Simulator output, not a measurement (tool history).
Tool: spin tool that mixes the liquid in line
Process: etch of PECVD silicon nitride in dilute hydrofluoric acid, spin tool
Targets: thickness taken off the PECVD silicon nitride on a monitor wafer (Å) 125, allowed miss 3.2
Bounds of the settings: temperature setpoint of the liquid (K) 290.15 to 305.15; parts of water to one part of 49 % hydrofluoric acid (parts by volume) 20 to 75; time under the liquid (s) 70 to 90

| run | hour | temperature setpoint of the liquid (K) | parts of water to one part of 49 % hydrofluoric acid (parts by volume) | time under the liquid (s) | thickness taken off the PECVD silicon nitride on a monitor wafer (Å) |
|---|---|---|---|---|---|
| 1 | 0 | 297.15 | 45 | 90 | 62.766 |
| 2 | 1.7 | 298.15 | 45 | 90 | 65.764 |
| 3 | 6.8 | 298.15 | 35 | 90 | 84.396 |
| 4 | 12.2 | 298.15 | 25 | 90 | 117.4 |
| 5 | 13.3 | 298.65 | 25 | 90 | 120.55 |
| 6 | 21.8 | 298.65 | 25 | 70 | 94.009 |
| 7 | 23.1 | 299.65 | 25 | 70 | 101.15 |
| 8 | 24.4 | 300.15 | 25 | 70 | 104.18 |

Which of these 4 next moves meets every target?
| A | 25.7 | 303.15 | 35 | 70 | ? |
| B | 25.7 | 298.65 | 20 | 80 | ? |
| C | 25.7 | 300.15 | 25 | 85 | ? |
| D | 25.7 | 298.65 | 30 | 80 | ? |

| move | thickness taken off the PECVD silicon nitride on a monitor wafer (Å) |
|---|---|
| A | 91.791 |
| B | 133.58 |
| C | 126.79 |
| D | 90.472 |
A: further off than the last run
B: takes the result that was furthest off past its target
C: meets every target
D: further off than the last run
Move C is the one to make.

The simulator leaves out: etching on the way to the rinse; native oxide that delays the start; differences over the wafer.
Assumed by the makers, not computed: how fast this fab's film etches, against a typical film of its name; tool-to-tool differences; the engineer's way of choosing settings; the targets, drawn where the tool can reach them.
